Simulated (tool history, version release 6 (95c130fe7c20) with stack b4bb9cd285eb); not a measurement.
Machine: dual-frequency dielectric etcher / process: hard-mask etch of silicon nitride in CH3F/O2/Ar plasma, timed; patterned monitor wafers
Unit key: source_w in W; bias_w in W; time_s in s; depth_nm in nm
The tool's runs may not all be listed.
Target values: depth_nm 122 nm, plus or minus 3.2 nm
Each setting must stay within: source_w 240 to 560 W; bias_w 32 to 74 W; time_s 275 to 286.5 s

run    day  source_w  bias_w  time_s  depth_nm
  1      0       400      53     275    156.77
  2   0.35       340      53     275    142.92
  3  0.583       320      52     275    135.69
  4   0.85       310      52     275    133.45
  5  0.967       300      52     275    131.04
  6  1.029       290      52     275    128.06
  7  1.271       280      52     275    124.63
  8  1.438       260      51     275    118.39

Consider the 4 candidate settings below. Which is the only one whose results all fall within their allowed miss of target?
  A  1.604       270      51     275         ?
  B  1.604       240      53   281.5         ?
  C  1.604       250      50   280.5         ?
  D  1.604       240      55   275.5         ?

move  depth_nm
   A    121.66
   B       116
   C    116.23
   D    115.43
A: all results in spec
B: lands further from the targets than the last run did
C: lands further from the targets than the last run did
D: lands further from the targets than the last run did
So the answer is move A, the one that meets all the targets.
